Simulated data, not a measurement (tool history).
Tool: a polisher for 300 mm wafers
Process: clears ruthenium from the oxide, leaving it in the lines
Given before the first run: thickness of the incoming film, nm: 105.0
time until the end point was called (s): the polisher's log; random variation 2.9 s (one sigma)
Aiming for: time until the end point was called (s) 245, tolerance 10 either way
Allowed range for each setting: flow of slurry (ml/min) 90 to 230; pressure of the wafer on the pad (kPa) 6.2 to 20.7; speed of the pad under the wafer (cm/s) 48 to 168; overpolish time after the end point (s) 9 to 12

run,day,flow of slurry (ml/min),pressure of the wafer on the pad (kPa),speed of the pad under the wafer (cm/s),overpolish time after the end point (s),time until the end point was called (s)
1,0,150,13.1,108,12,105.54
2,0.3,150,11.7,108,12,115.47
3,0.354,150,11.7,94,12,133.08
4,0.675,150,11,92,12,142.8
5,0.942,150,14.5,92,12,109.43
6,1.2,150,13.8,90,12,119.09
7,1.321,140,9.7,78,12,195.32
8,1.446,135,9.7,78,12,193.31
9,1.533,125,8.3,78,12,229.75
10,1.662,115,8.3,78,12,227.73

Below are 4 possible settings for the next run. Only one of them brings all results inside the allowed miss of their targets. Which is it?
A,1.792,105,9.7,72,12,?
B,1.792,140,10.3,52,9,?
C,1.792,120,8.3,90,9,?
D,1.792,90,7.6,86,9,?

move,time until the end point was called (s)
A,216
B,261.54
C,197.1
D,236.58
A: further off than the last run
B: carries the result that was furthest off beyond its target, to the other side
C: further off than the last run
D: in spec on every target
The right move is D.

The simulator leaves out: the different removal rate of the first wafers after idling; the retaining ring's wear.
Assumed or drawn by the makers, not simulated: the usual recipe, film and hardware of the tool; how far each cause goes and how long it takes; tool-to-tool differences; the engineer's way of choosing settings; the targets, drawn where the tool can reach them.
